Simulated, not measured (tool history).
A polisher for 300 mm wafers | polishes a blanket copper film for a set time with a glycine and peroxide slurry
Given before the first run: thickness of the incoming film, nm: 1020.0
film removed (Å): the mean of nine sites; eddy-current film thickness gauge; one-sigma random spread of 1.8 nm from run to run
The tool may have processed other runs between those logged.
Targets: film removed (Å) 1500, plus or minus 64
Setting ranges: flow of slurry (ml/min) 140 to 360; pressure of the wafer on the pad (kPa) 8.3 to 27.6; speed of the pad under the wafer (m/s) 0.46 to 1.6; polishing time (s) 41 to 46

run,hour,flow of slurry (ml/min),pressure of the wafer on the pad (kPa),speed of the pad under the wafer (m/s),polishing time (s),film removed (Å)
1,0,230,17.9,1.02,46,2961
2,5.5,230,15.2,1.02,46,2522.9
3,14.5,275,15.2,1.02,46,2677.6
4,17.5,295,15.2,1.02,46,2605.8
5,18.7,240,15.2,1.02,46,2591.9
6,23.6,240,13.1,0.94,46,2169.7
7,26.9,240,11.7,0.9,46,1934.5
8,29.2,240,11,0.88,46,1819
9,37.4,240,10.3,0.86,46,1718.7
10,39.7,240,9.7,0.86,46,1650.5
11,44.2,240,9,0.86,46,1551

Next run, 5 choices. One meets every target within its allowed miss, the rest don't. Which?
A,48.7,265,10.3,0.82,45,?
B,48.7,185,9.7,0.82,45,?
C,48.7,320,9,1.04,42,?
D,48.7,325,15.2,0.52,46,?
E,48.7,145,11.7,0.82,45,?

move,film removed (Å)
A,1657.8
B,1521.1
C,1682.5
D,1637.8
E,1672.7
A: misses by more than the last run did
B: meets every target
C: misses by more than the last run did
D: misses by more than the last run did
E: misses by more than the last run did
Go with B: it meets all targets.
